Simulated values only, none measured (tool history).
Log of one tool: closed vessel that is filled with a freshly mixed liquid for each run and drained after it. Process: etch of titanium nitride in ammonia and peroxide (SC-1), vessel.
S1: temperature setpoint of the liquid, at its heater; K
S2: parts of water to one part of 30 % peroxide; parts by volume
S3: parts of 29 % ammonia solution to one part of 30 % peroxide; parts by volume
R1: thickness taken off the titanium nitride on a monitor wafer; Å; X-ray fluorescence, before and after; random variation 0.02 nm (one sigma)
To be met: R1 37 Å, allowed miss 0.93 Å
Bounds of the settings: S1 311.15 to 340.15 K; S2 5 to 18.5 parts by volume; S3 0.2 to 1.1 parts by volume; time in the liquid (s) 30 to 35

{"run": 1, "day": 0.0, "S1": 324.15, "S2": 10.5, "S3": 0.6, "time in the liquid (s)": 35, "R1": 25.621}
{"run": 2, "day": 0.046, "S1": 324.15, "S2": 10.5, "S3": 0.6, "time in the liquid (s)": 35, "R1": 25.602}
{"run": 3, "day": 0.196, "S1": 324.65, "S2": 10.5, "S3": 0.6, "time in the liquid (s)": 35, "R1": 26.288}
{"run": 4, "day": 0.438, "S1": 320.65, "S2": 10.5, "S3": 0.6, "time in the liquid (s)": 35, "R1": 19.966}
{"run": 5, "day": 0.671, "S1": 325.65, "S2": 10.5, "S3": 0.6, "time in the liquid (s)": 35, "R1": 28.519}
{"run": 6, "day": 0.921, "S1": 319.15, "S2": 10.5, "S3": 0.6, "time in the liquid (s)": 35, "R1": 17.988}
{"run": 7, "day": 1.058, "S1": 320.15, "S2": 10.5, "S3": 0.6, "time in the liquid (s)": 35, "R1": 19.571}
{"run": 8, "day": 1.158, "S1": 321.15, "S2": 10.5, "S3": 0.6, "time in the liquid (s)": 35, "R1": 20.722}
{"run": 9, "day": 1.225, "S1": 321.15, "S2": 10.5, "S3": 0.6, "time in the liquid (s)": 35, "R1": 20.662}
{"run": 10, "day": 1.371, "S1": 322.15, "S2": 10.5, "S3": 0.6, "time in the liquid (s)": 35, "R1": 22.31}
{"run": 11, "day": 1.608, "S1": 323.15, "S2": 10.5, "S3": 0.6, "time in the liquid (s)": 35, "R1": 23.632}
{"run": 12, "day": 1.7, "S1": 323.65, "S2": 10.5, "S3": 0.6, "time in the liquid (s)": 35, "R1": 24.551}
{"run": 13, "day": 1.988, "S1": 324.15, "S2": 10.5, "S3": 0.6, "time in the liquid (s)": 35, "R1": 25.652}
{"run": 14, "day": 2.054, "S1": 330.15, "S2": 10.5, "S3": 0.6, "time in the liquid (s)": 35, "R1": 38.525}

5 next moves are on the table. One of them brings every result within its allowed miss. Which?
{"run": "A", "day": 2.121, "S1": 329.15, "S2": 6.5, "S3": 0.4, "time in the liquid (s)": 30, "R1": "?"}
{"run": "B", "day": 2.121, "S1": 329.15, "S2": 8.5, "S3": 0.55, "time in the liquid (s)": 35, "R1": "?"}
{"run": "C", "day": 2.121, "S1": 333.65, "S2": 14.5, "S3": 0.75, "time in the liquid (s)": 35, "R1": "?"}
{"run": "D", "day": 2.121, "S1": 334.65, "S2": 12.5, "S3": 0.55, "time in the liquid (s)": 30, "R1": "?"}
{"run": "E", "day": 2.121, "S1": 329.15, "S2": 8.5, "S3": 0.75, "time in the liquid (s)": 35, "R1": "?"}

move=A R1=36.858
move=B R1=39.665
move=C R1=42.621
move=D R1=39.989
move=E R1=41.708
A: meets every target
B: further off than the last run
C: further off than the last run
D: further off than the last run
E: further off than the last run
The right move is A.

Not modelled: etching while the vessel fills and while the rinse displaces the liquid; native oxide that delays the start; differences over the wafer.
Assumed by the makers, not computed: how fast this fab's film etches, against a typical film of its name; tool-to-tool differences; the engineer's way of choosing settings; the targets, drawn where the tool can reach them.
